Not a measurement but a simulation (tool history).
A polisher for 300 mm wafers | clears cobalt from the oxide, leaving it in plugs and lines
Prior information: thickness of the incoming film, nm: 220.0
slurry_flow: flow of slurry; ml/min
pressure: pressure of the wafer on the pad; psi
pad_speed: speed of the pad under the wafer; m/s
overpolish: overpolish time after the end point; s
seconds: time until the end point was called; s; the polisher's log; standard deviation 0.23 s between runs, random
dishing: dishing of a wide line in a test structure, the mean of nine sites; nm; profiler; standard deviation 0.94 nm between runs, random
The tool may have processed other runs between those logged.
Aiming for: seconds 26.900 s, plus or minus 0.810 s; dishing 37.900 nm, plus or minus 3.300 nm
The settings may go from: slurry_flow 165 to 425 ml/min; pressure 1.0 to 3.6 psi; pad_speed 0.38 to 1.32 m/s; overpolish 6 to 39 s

{"run": 1, "hour": 0.0, "slurry_flow": 275, "pressure": 2.3, "pad_speed": 0.84, "overpolish": 20, "seconds": 46.072, "dishing": 34.864}
{"run": 2, "hour": 8.8, "slurry_flow": 275, "pressure": 2.8, "pad_speed": 0.84, "overpolish": 20, "seconds": 38.737, "dishing": 35.425}
{"run": 3, "hour": 17.1, "slurry_flow": 340, "pressure": 2.8, "pad_speed": 0.84, "overpolish": 20, "seconds": 36.882, "dishing": 35.891}
{"run": 4, "hour": 18.1, "slurry_flow": 350, "pressure": 3.0, "pad_speed": 0.84, "overpolish": 20, "seconds": 35.038, "dishing": 36.508}
{"run": 5, "hour": 26.6, "slurry_flow": 385, "pressure": 3.0, "pad_speed": 0.84, "overpolish": 20, "seconds": 34.232, "dishing": 36.265}
{"run": 6, "hour": 30.7, "slurry_flow": 385, "pressure": 3.2, "pad_speed": 0.84, "overpolish": 20, "seconds": 32.527, "dishing": 36.978}
{"hour": 39.2, "done": "worn pad replaced by a new one"}
{"run": 7, "hour": 39.2, "slurry_flow": 385, "pressure": 3.3, "pad_speed": 0.86, "overpolish": 20, "seconds": 28.884, "dishing": 36.309}
{"run": 8, "hour": 47.3, "slurry_flow": 385, "pressure": 3.3, "pad_speed": 0.86, "overpolish": 21, "seconds": 28.781, "dishing": 37.731}
{"run": 9, "hour": 55.8, "slurry_flow": 385, "pressure": 3.4, "pad_speed": 0.86, "overpolish": 21, "seconds": 27.844, "dishing": 36.772}
{"run": 10, "hour": 62.6, "slurry_flow": 385, "pressure": 3.4, "pad_speed": 0.86, "overpolish": 22, "seconds": 27.865, "dishing": 40.01}
{"run": 11, "hour": 70.8, "slurry_flow": 385, "pressure": 3.4, "pad_speed": 0.86, "overpolish": 21, "seconds": 28.216, "dishing": 38.131}

Which of these 5 next moves meets every target?
{"run": "A", "hour": 79.0, "slurry_flow": 395, "pressure": 3.5, "pad_speed": 0.94, "overpolish": 21, "seconds": "?", "dishing": "?"}
{"run": "B", "hour": 79.0, "slurry_flow": 410, "pressure": 3.1, "pad_speed": 1.08, "overpolish": 24, "seconds": "?", "dishing": "?"}
{"run": "C", "hour": 79.0, "slurry_flow": 365, "pressure": 3.4, "pad_speed": 0.98, "overpolish": 22, "seconds": "?", "dishing": "?"}
{"run": "D", "hour": 79.0, "slurry_flow": 420, "pressure": 3.6, "pad_speed": 0.84, "overpolish": 26, "seconds": "?", "dishing": "?"}
{"run": "E", "hour": 79.0, "slurry_flow": 400, "pressure": 3.1, "pad_speed": 1.08, "overpolish": 6, "seconds": "?", "dishing": "?"}

move=A seconds=25.049 dishing=37.157
move=B seconds=24.841 dishing=37.360
move=C seconds=24.971 dishing=37.239
move=D seconds=26.808 dishing=37.392
move=E seconds=24.883 dishing=27.315
A: pushes the last run's worst result past its target
B: pushes the last run's worst result past its target
C: pushes the last run's worst result past its target
D: in spec on every target
E: pushes the last run's worst result past its target
So the answer is move D, the one that meets all the targets.

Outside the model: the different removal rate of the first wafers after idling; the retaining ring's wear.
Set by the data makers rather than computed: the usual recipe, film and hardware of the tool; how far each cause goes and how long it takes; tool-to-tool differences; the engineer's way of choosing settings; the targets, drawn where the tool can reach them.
